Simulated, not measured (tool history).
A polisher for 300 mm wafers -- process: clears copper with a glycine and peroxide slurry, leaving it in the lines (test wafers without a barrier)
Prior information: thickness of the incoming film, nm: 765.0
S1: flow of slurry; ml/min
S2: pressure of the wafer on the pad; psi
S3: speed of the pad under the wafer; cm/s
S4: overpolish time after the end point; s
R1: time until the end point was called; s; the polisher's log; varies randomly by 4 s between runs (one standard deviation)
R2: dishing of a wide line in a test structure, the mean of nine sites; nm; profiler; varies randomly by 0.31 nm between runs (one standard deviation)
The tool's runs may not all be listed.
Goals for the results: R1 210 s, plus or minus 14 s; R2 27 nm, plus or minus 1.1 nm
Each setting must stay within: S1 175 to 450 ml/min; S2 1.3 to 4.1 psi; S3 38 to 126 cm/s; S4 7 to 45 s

run    day   S1   S2  S3  S4      R1      R2
  1      0  290  2.7  82  23  195.29  51.991
  2  0.304  290  2.5  82  23  210.11  49.956
  3  0.342  290  2.5  82  28  217.22  57.948
  4  0.633  285  2.5  80  24  207.26  51.986
  5  0.696  280  2.4  76  21  222.86  43.871
  6  0.954  320  2.4  76  21  228.14    44.4
  7  1.129  295  2.4  76  18  229.72  38.179
  8  1.329  270  2.6  82   7  207.09  18.756
  9  1.412  270  2.6  82   7  204.69  18.905
     1.758  -- worn pad replaced by a new one
 10  1.758  290  2.6  80   8  185.34  23.103
 11  1.821  295  2.6  76   8  193.68   22.98
 12  1.875  300  2.6  72   8  195.83  22.075
 13  2.112  310  2.5  72   8  196.86  20.903
 14    2.4  300  2.5  74   9  201.38  24.318
 15  2.683  305  2.5  72   9  203.28  23.914
 16  2.862  305  2.5  72   9   198.2  23.607

Pick the move, out of 5, that brings all results within their allowed miss; only one does.
  A  3.042  250  2.9   72  10   ?   ?
  B  3.042  295    3   70   9   ?   ?
  C  3.042  240  2.1   90   8   ?   ?
  D  3.042  175  2.3   80  12   ?   ?
  E  3.042  300  1.7  104  11   ?   ?

move      R1      R2
   A  184.46  28.317
   B  180.62  26.313
   C  203.33  21.089
   D   212.6  29.143
   E  211.64  26.779
A: carries the result that was furthest off beyond its target, to the other side
B: the worst result of the last run now meets its target, but another is out of spec
C: further off than the last run
D: carries the result that was furthest off beyond its target, to the other side
E: hits every target within its allowed miss
Correct choice: E, which meets every target

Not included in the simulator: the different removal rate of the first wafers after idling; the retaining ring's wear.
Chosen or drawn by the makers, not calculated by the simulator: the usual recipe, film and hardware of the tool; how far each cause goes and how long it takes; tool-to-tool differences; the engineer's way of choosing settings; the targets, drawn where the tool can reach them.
